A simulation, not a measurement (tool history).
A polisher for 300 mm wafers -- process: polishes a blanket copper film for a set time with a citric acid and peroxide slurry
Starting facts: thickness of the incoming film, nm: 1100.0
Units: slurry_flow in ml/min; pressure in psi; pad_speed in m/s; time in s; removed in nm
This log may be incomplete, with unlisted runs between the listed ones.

Run 1, hour 0: slurry_flow 260 ml/min, pressure 2.8 psi, pad_speed 1.02 m/s, slurry_solids 1, time 64 s. Result: removed 153.03 nm.
Run 2, hour 0.7: slurry_flow 295 ml/min, pressure 2.8 psi, pad_speed 1.02 m/s, slurry_solids 1, time 64 s. Result: removed 155.75 nm.
Run 3, hour 7.5: slurry_flow 355 ml/min, pressure 2.8 psi, pad_speed 1.02 m/s, slurry_solids 1, time 64 s. Result: removed 156.05 nm.
Run 4, hour 12.3: slurry_flow 355 ml/min, pressure 2.8 psi, pad_speed 1.02 m/s, slurry_solids 0.9, time 64 s. Result: removed 154.5 nm.
Run 5, hour 21.3: slurry_flow 355 ml/min, pressure 2.8 psi, pad_speed 1.02 m/s, slurry_solids 0.9, time 68 s. Result: removed 164.39 nm.
Run 6, hour 25: slurry_flow 380 ml/min, pressure 2.8 psi, pad_speed 1.02 m/s, slurry_solids 0.9, time 68 s. Result: removed 166.82 nm.
Run 7, hour 29.8: slurry_flow 380 ml/min, pressure 2.6 psi, pad_speed 1.02 m/s, slurry_solids 0.9, time 68 s. Result: removed 153.08 nm.
Run 8, hour 36.8: slurry_flow 380 ml/min, pressure 2.4 psi, pad_speed 1.02 m/s, slurry_solids 0.9, time 68 s. Result: removed 141.6 nm.

For run 9, what comes out?
Run 9, hour 38.5: slurry_flow 380 ml/min, pressure 2.3 psi, pad_speed 1.02 m/s, slurry_solids 0.9, time 68 s. Result: removed ?.

removed: 138.12 nm

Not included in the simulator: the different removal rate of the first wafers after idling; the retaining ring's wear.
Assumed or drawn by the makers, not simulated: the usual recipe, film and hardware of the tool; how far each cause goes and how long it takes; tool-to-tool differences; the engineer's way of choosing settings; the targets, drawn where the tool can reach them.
